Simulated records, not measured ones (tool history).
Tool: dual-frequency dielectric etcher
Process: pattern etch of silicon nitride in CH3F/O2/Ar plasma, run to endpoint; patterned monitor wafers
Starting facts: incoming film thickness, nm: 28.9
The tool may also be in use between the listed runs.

run,day,source power (W),bias power (W),endpoint time (s)
1,0,410,80,39.541
2,0.146,410,73,40.264
3,0.362,380,73,41.235
4,0.725,380,79,39.872
5,1.092,320,79,41.625
6,1.45,250,79,42.735

Estimate the outcome of run 7 from the log above:
7,1.692,290,84,?

For run 7 the tool returned endpoint time (s) 41.378.

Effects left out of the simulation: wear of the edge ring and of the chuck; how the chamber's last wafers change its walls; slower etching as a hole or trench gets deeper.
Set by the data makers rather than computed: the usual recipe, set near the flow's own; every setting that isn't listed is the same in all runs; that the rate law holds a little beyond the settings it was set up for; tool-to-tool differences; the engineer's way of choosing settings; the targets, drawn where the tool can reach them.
